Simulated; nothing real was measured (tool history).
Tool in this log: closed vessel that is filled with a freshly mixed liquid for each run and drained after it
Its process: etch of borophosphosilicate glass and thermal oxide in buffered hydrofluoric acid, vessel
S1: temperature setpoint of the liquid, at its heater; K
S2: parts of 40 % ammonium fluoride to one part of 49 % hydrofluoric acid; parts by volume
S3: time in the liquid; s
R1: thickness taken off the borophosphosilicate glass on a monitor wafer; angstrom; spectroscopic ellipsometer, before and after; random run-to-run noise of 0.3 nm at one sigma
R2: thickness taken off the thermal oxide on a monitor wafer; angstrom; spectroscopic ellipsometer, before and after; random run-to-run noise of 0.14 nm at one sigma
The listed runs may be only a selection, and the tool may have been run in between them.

| run | hour | S1 | S2 | S3 | R1 | R2 |
|---|---|---|---|---|---|---|
| 1 | 0 | 293.15 | 23 | 60 | 561.65 | 253.95 |
| 2 | 6.5 | 296.15 | 23 | 60 | 675.58 | 296.65 |
| 3 | 9 | 296.15 | 23 | 40 | 452.11 | 197.99 |
| 4 | 17.4 | 294.65 | 23.5 | 40 | 399.02 | 177.59 |
| 5 | 21.2 | 294.65 | 23.5 | 60 | 601.59 | 265.03 |
| 6 | 24.7 | 294.65 | 23.5 | 70 | 713.74 | 313.7 |
| 7 | 33.1 | 293.65 | 25.5 | 65 | 588.24 | 260.22 |
| 8 | 36.8 | 292.65 | 26.5 | 60 | 505.87 | 218.41 |
| 9 | 44.8 | 292.15 | 26.5 | 55 | 450.34 | 193.27 |
| 10 | 49.1 | 291.65 | 26.5 | 50 | 396.04 | 174.66 |
| 11 | 50 | 291.15 | 27 | 50 | 380.54 | 166.85 |
| 12 | 51.2 | 291.15 | 27 | 50 | 382.38 | 168.15 |
| 13 | 52.1 | 290.65 | 27.5 | 50 | 362.59 | 158.36 |

Predict the results of run 14:
| 14 | 59.9 | 290.65 | 28 | 50 | ? | ? |

R1: 359.79 angstrom
R2: 158.21 angstrom

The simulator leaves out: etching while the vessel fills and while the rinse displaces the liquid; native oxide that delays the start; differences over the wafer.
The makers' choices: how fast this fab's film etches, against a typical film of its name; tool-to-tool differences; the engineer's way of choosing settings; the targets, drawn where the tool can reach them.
